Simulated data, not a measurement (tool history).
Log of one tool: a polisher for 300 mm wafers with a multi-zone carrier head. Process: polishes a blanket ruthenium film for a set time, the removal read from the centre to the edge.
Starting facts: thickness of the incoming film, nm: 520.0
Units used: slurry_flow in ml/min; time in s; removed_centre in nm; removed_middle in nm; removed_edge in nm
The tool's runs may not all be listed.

run	hour	slurry_flow	centre_zone	middle_zone	edge_zone	time	removed_centre	removed_middle	removed_edge
1	0.0	255	1.00	1.00	1.00	72	106.910	108.620	107.200
2	1.7	200	1.00	1.00	1.00	72	105.360	105.560	106.490
3	3.4	200	0.97	0.98	1.00	68	94.904	99.211	100.270
4	10.1	155	0.97	0.98	1.00	68	88.970	92.415	95.934
5	12.9	155	0.97	0.98	1.00	59	77.938	82.040	84.285
6	21.4	155	0.96	0.96	1.00	58	75.786	77.900	80.159
7	24.6	155	0.94	0.94	1.01	58	74.424	76.402	82.283
8	32.7	155	0.92	0.93	1.00	57	71.956	73.129	82.149

Predict the results of run 9:
9	36.7	160	0.88	0.96	0.96	52	?	?	?

removed_centre: 62.801 nm
removed_middle: 69.493 nm
removed_edge: 71.923 nm
